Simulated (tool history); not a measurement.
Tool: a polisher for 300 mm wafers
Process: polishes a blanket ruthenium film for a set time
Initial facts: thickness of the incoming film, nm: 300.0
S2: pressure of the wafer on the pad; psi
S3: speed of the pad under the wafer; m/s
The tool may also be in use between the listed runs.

{"run": 1, "hour": 0.0, "flow of slurry (ml/min)": 120, "S2": 2.7, "S3": 1.24, "polishing time (s)": 47, "film removed (Å)": 917.31}
{"run": 2, "hour": 1.4, "flow of slurry (ml/min)": 95, "S2": 2.7, "S3": 1.24, "polishing time (s)": 47, "film removed (Å)": 875.99}
{"run": 3, "hour": 4.7, "flow of slurry (ml/min)": 95, "S2": 2.7, "S3": 1.24, "polishing time (s)": 47, "film removed (Å)": 862.42}
{"run": 4, "hour": 13.5, "flow of slurry (ml/min)": 100, "S2": 2.8, "S3": 1.24, "polishing time (s)": 47, "film removed (Å)": 907.43}
{"run": 5, "hour": 16.2, "flow of slurry (ml/min)": 105, "S2": 2.9, "S3": 1.24, "polishing time (s)": 47, "film removed (Å)": 920.85}
{"run": 6, "hour": 24.0, "flow of slurry (ml/min)": 90, "S2": 2.9, "S3": 1.24, "polishing time (s)": 47, "film removed (Å)": 914.78}
{"run": 7, "hour": 26.9, "flow of slurry (ml/min)": 95, "S2": 3.0, "S3": 1.24, "polishing time (s)": 47, "film removed (Å)": 915.06}
{"run": 8, "hour": 31.3, "flow of slurry (ml/min)": 100, "S2": 3.2, "S3": 1.26, "polishing time (s)": 47, "film removed (Å)": 998.08}

For run 9, what comes out?
{"run": 9, "hour": 35.7, "flow of slurry (ml/min)": 105, "S2": 3.3, "S3": 1.26, "polishing time (s)": 47, "film removed (Å)": "?"}

Run 9 came out at film removed (Å) 1033.20.

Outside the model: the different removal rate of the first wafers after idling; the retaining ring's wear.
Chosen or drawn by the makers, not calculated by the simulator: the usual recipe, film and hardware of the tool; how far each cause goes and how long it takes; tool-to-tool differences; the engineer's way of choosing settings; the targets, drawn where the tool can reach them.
